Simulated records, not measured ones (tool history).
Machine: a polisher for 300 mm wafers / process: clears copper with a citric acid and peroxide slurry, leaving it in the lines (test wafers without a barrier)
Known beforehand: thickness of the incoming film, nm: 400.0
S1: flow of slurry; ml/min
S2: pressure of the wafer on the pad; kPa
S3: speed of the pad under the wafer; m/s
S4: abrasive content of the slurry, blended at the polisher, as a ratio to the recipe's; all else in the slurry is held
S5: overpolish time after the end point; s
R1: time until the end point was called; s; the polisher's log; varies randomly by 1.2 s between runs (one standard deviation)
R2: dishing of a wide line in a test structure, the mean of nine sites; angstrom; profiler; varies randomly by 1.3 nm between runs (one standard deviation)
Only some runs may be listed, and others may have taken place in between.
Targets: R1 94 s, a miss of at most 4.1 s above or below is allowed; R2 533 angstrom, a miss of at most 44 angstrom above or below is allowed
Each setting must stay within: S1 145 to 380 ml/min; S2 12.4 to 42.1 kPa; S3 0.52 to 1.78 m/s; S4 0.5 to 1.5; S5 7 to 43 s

run	day	S1	S2	S3	S4	S5	R1	R2
1	0	245	26.9	1.14	1	22	126.4	464.51
2	0.104	245	28.3	1.14	1	22	120.62	484.75
3	0.175	245	28.3	1.14	1.1	22	117.87	475.29
4	0.204	245	29	1.14	1.1	22	116.92	486.45
5	0.546	245	24.8	1.14	1.1	22	133.79	434.34
6	0.762	245	26.2	1.14	1.1	22	126.64	438.18
7	1.075	245	27.6	1.14	1.1	22	120.44	492.52
# day 1.408: slurry blender recalibrated
8	1.408	245	28.3	1.14	1.1	21	111.52	503.27
9	1.617	245	28.3	1.14	1.1	20	111.8	462.07
10	1.821	245	29	1.14	1.1	20	111.94	476.99
11	2.092	245	29.6	1.14	1.1	20	107.46	473.06
12	2.371	245	30.3	1.14	1.1	20	106.83	496.85
13	2.446	245	31	1.14	1.1	20	102.28	494.26

Which of these 4 next moves meets every target?
A	2.521	265	28.3	1.36	1.15	15	?	?
B	2.521	265	32.4	1.32	1.05	13	?	?
C	2.521	215	32.4	1.24	0.95	20	?	?
D	2.521	255	24.1	1.42	1.45	22	?	?

move	R1	R2
A	93.935	434.62
B	86.093	417.31
C	94.962	540.5
D	100.78	547.54
A: brings the result that was furthest off to its target, and leaves another outside
B: pushes the last run's worst result past its target
C: in spec on every target
D: better than the last run, though not everything is in spec
The right move is C.
